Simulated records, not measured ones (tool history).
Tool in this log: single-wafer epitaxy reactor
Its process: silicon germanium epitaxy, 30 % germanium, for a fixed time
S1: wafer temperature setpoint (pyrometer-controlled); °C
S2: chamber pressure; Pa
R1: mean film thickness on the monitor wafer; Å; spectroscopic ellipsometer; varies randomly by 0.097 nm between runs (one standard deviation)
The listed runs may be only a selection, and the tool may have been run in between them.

| run | hour | S1 | S2 | R1 |
|---|---|---|---|---|
| 1 | 0.0 | 590 | 3680 | 541.21 |
| 2 | 3.2 | 590 | 4213 | 580.72 |
| 3 | 10.6 | 582 | 4186 | 497.65 |
| 4 | 14.5 | 591 | 4186 | 588.94 |
| 5 | 20.0 | 583 | 4160 | 504.30 |
| 6 | 22.2 | 574 | 4160 | 425.26 |
| 7 | 27.6 | 572 | 4146 | 407.41 |

The next listed run, before its measurement:
| 8 | 34.9 | 571 | 4146 | ? |

R1: 400.96 Å

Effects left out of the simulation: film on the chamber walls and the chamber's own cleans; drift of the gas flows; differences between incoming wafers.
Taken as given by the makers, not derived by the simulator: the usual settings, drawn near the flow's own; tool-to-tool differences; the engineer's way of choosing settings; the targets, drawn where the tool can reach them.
